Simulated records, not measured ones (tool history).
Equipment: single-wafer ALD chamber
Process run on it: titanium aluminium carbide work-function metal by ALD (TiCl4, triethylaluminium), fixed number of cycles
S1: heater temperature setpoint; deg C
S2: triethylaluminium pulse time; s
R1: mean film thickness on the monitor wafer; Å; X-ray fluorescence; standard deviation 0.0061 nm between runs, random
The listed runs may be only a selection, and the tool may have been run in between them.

| run | hour | S1 | S2 | R1 |
|---|---|---|---|---|
| 1 | 0 | 300 | 7.48 | 17.793 |
| 2 | 1.2 | 305 | 7.76 | 18.475 |
| 3 | 7.6 | 301 | 7.76 | 18.139 |
| 4 | 9.4 | 306 | 7.92 | 18.576 |
| 5 | 10.4 | 301 | 7.92 | 18.154 |
| 6 | 14.2 | 291 | 7.92 | 17.548 |

Run 7 has not been measured yet. What should we expect?
| 7 | 20.8 | 298 | 8.26 | ? |

{"run 7": {"R1": 18.205}}
